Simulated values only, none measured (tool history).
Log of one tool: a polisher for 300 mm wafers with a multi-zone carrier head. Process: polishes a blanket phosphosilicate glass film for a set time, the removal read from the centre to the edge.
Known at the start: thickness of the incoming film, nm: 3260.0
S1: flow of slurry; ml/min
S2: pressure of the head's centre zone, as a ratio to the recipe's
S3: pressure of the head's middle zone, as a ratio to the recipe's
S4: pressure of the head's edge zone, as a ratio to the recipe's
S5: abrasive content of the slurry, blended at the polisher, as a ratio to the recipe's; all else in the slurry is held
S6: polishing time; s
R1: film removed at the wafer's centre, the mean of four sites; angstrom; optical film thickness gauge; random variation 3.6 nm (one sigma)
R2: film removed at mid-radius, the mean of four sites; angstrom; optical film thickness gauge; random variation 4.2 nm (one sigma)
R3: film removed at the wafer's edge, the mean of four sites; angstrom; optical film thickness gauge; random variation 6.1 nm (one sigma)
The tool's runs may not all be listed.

run	hour	S1	S2	S3	S4	S5	S6	R1	R2	R3
1	0	305	1	1	1	1	48	3370	3452.4	3408.7
2	5.6	310	0.99	1.04	1.03	1.15	48	3536.8	3767.2	3614.3
3	9.1	340	0.99	1.04	1.03	1.15	48	3579.4	3770.5	3696.6
4	10.1	340	0.99	1.07	1.03	1.15	48	3593.7	3868.9	3622.5
# hour 10.7: slurry nozzle cleaned
5	10.7	340	0.99	1.03	1.03	1.15	48	3722.5	3862.8	3814.8
6	14.5	340	0.99	1.03	1.03	1.25	48	3850.9	4100.1	3967.6

Forecast run 7:
7	19.7	355	0.96	1.05	1.03	1.3	49	?	?	?

{"run 7": {"R1": 3781.6, "R2": 4273.2, "R3": 4086}}
